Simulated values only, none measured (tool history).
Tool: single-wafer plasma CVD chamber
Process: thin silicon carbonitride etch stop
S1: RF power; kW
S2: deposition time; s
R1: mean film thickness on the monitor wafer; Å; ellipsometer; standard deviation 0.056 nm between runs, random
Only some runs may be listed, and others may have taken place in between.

{"run": 1, "day": 0.0, "S1": 0.25, "S2": 25.4, "R1": 163.21}
{"run": 2, "day": 0.117, "S1": 0.25, "S2": 22.2, "R1": 141.8}
{"run": 3, "day": 0.212, "S1": 0.245, "S2": 22.1, "R1": 140.62}
{"run": 4, "day": 0.3, "S1": 0.245, "S2": 19.3, "R1": 122.6}
{"run": 5, "day": 0.625, "S1": 0.26, "S2": 19.5, "R1": 126.27}
{"run": 6, "day": 0.842, "S1": 0.26, "S2": 17.3, "R1": 111.64}

Run 7 is up next; what results do you expect?
{"run": 7, "day": 0.929, "S1": 0.265, "S2": 18.2, "R1": "?"}

{"run 7": {"R1": 118.71}}
